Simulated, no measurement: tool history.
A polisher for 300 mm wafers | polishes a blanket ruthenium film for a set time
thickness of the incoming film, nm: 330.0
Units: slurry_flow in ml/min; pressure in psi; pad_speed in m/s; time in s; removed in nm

run,day,slurry_flow,pressure,pad_speed,time,removed
1,0,195,1.4,0.78,65,44.417
2,0.054,235,1.4,0.78,65,46.007
3,0.429,235,1.7,0.78,65,54.669
4,0.517,230,1.6,0.78,65,50.457
5,0.662,230,1.7,0.78,65,54.015
6,0.708,230,2,0.78,65,65.361

Run 7 comes next. What will it give?
7,0.908,230,1.8,0.78,65,?

{"run 7": {"removed": 57.082}}

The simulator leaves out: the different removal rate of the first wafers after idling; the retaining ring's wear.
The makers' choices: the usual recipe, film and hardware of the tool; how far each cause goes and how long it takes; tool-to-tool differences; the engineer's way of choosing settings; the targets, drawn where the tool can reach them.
